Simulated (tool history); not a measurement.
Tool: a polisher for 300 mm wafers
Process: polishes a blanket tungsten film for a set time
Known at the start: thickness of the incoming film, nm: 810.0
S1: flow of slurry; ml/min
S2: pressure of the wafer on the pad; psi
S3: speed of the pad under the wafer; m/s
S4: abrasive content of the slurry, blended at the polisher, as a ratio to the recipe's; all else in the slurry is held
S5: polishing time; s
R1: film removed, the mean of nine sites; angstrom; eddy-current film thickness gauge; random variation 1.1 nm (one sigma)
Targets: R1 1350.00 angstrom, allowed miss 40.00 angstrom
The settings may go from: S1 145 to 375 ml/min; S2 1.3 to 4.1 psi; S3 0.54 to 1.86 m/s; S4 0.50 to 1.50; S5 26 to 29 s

run    day   S1   S2    S3    S4  S5       R1
  1  0.000  240  2.7  1.18  1.00  29  1105.60
  2  0.104  245  2.8  1.18  1.00  29  1175.40
  3  0.304  245  2.4  1.18  1.00  29   990.68
  4  0.367  250  2.5  1.18  1.00  29  1068.30
  5  0.458  270  2.6  1.18  1.00  29  1096.80
  6  0.746  270  2.6  1.18  0.85  29  1029.30
  7  0.975  275  2.7  1.18  0.85  29  1085.50
  8  1.088  280  2.8  1.18  0.85  29  1142.20

Which of these 4 next moves meets every target?
  A  1.200  265  3.1  1.36  0.70  29   ?
  B  1.200  255  2.8  1.06  0.80  26   ?
  C  1.200  265  3.2  1.00  0.90  26   ?
  D  1.200  175  3.5  0.98  0.55  26   ?

move       R1
   A  1339.80
   B   882.84
   C   985.13
   D   875.56
A: meets every target
B: further off than the last run
C: further off than the last run
D: further off than the last run
Move A is the one to make.
